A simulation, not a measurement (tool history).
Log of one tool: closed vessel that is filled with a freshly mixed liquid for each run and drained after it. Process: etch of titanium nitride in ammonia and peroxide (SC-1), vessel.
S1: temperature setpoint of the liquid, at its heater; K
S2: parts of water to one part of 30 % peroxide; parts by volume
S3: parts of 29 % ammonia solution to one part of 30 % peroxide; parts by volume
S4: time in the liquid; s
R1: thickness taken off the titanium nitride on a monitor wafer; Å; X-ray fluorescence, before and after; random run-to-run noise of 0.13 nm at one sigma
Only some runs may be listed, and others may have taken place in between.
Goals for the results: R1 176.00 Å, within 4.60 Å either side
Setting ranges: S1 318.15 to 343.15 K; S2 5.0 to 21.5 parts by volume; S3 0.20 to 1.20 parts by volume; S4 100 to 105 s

Run 1, hour 0.0: S1 334.15 K, S2 12.0 parts by volume, S3 0.80 parts by volume, S4 100 s. Result: R1 139.87 Å.
Run 2, hour 8.3: S1 329.15 K, S2 12.0 parts by volume, S3 0.80 parts by volume, S4 100 s. Result: R1 100.37 Å.
Run 3, hour 13.0: S1 334.65 K, S2 12.0 parts by volume, S3 0.80 parts by volume, S4 100 s. Result: R1 144.22 Å.
Run 4, hour 18.0: S1 331.65 K, S2 12.0 parts by volume, S3 0.80 parts by volume, S4 100 s. Result: R1 118.46 Å.
Run 5, hour 24.1: S1 331.65 K, S2 12.0 parts by volume, S3 0.80 parts by volume, S4 100 s. Result: R1 116.83 Å.
At hour 26.1: ammonia flow meter replaced.
Run 6, hour 26.1: S1 331.65 K, S2 12.0 parts by volume, S3 0.95 parts by volume, S4 100 s. Result: R1 122.83 Å.
Run 7, hour 34.0: S1 332.15 K, S2 12.0 parts by volume, S3 0.95 parts by volume, S4 100 s. Result: R1 126.69 Å.
Run 8, hour 40.5: S1 332.65 K, S2 12.0 parts by volume, S3 0.95 parts by volume, S4 100 s. Result: R1 131.69 Å.
Run 9, hour 41.6: S1 333.15 K, S2 12.0 parts by volume, S3 0.95 parts by volume, S4 100 s. Result: R1 136.83 Å.
Run 10, hour 43.3: S1 333.65 K, S2 12.0 parts by volume, S3 0.95 parts by volume, S4 100 s. Result: R1 142.02 Å.
Run 11, hour 50.0: S1 334.15 K, S2 12.0 parts by volume, S3 0.95 parts by volume, S4 100 s. Result: R1 144.25 Å.
Run 12, hour 57.0: S1 337.65 K, S2 12.0 parts by volume, S3 0.95 parts by volume, S4 100 s. Result: R1 183.07 Å.

Next run, 5 choices. One meets every target within its allowed miss, the rest don't. Which?
Run A, hour 64.0: S1 339.65 K, S2 15.0 parts by volume, S3 0.85 parts by volume, S4 105 s. Result: R1 ?.
Run B, hour 64.0: S1 336.65 K, S2 13.5 parts by volume, S3 1.05 parts by volume, S4 100 s. Result: R1 ?.
Run C, hour 64.0: S1 337.65 K, S2 14.5 parts by volume, S3 1.00 parts by volume, S4 100 s. Result: R1 ?.
Run D, hour 64.0: S1 339.15 K, S2 15.5 parts by volume, S3 1.10 parts by volume, S4 105 s. Result: R1 ?.
Run E, hour 64.0: S1 337.65 K, S2 15.0 parts by volume, S3 1.10 parts by volume, S4 105 s. Result: R1 ?.

move      R1
   A  190.18
   B  163.81
   C  166.90
   D  189.01
   E  174.83
A: the biggest miss grows against the last run
B: takes the result that was furthest off past its target
C: takes the result that was furthest off past its target
D: the biggest miss grows against the last run
E: in spec on every target
Correct choice: E, which meets every target
